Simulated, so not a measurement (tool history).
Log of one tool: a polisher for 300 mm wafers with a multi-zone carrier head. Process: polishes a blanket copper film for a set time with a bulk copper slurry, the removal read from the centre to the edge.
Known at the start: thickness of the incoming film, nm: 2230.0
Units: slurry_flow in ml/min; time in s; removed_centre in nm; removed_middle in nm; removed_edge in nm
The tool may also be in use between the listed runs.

run 1 hour=0 | slurry_flow=250 centre_zone=1 middle_zone=1 edge_zone=1 slurry_solids=1 time=84 | removed_centre=796.24 removed_middle=784.74 removed_edge=793.8
run 2 hour=3.8 | slurry_flow=250 centre_zone=1 middle_zone=1 edge_zone=1 slurry_solids=1 time=102 | removed_centre=952.67 removed_middle=950.95 removed_edge=963.27
run 3 hour=12.5 | slurry_flow=250 centre_zone=1 middle_zone=1 edge_zone=1.06 slurry_solids=1 time=102 | removed_centre=965.87 removed_middle=943.85 removed_edge=992.73
run 4 hour=19.7 | slurry_flow=250 centre_zone=1 middle_zone=1.08 edge_zone=1.06 slurry_solids=1 time=102 | removed_centre=972.16 removed_middle=1000.4 removed_edge=994.37
run 5 hour=22.5 | slurry_flow=250 centre_zone=0.91 middle_zone=1.08 edge_zone=1.06 slurry_solids=1 time=102 | removed_centre=865.3 removed_middle=1010.2 removed_edge=998.69
run 6 hour=24.3 | slurry_flow=275 centre_zone=0.98 middle_zone=1.11 edge_zone=1.05 slurry_solids=1.1 time=102 | removed_centre=962.03 removed_middle=1053.4 removed_edge=1002.8
run 7 hour=27.2 | slurry_flow=285 centre_zone=1.04 middle_zone=1.13 edge_zone=1.06 slurry_solids=1.2 time=103 | removed_centre=1057.5 removed_middle=1109.1 removed_edge=1044.9

Forecast run 8:
run 8 hour=31.5 | slurry_flow=300 centre_zone=1.08 middle_zone=1.13 edge_zone=1.04 slurry_solids=1.25 time=104 | removed_centre=? removed_middle=? removed_edge=?

{"run 8": {"removed_centre": 1106.9, "removed_middle": 1130.7, "removed_edge": 1051.8}}
